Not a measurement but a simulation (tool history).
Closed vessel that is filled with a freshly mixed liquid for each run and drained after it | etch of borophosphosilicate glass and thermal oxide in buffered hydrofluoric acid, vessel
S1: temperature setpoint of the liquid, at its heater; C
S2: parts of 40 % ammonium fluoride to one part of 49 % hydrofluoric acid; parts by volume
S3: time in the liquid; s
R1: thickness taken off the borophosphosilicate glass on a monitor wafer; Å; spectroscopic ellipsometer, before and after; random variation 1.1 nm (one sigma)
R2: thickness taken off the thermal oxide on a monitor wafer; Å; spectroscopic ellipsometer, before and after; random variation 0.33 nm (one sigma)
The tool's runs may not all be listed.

run	day	S1	S2	S3	R1	R2
1	0	24	16.5	60	705.22	422.2
2	0.158	25.5	15	60	840.86	503.49
3	0.325	27	14	60	964.35	585.24
4	0.479	27	14	80	1314.5	776.21
5	0.612	27	14	90	1458.4	883.85
6	0.642	25	14	90	1297.4	791.65
7	0.929	26	14	90	1379	833.62
8	1.158	26.5	14	90	1426.4	854.79
9	1.404	27	14	90	1459.3	884.42

Run 10 comes next. What will it give?
10	1.725	29.5	13.5	90	?	?

Run 10 gave R1 1709.2 Å, R2 1038.9 Å.

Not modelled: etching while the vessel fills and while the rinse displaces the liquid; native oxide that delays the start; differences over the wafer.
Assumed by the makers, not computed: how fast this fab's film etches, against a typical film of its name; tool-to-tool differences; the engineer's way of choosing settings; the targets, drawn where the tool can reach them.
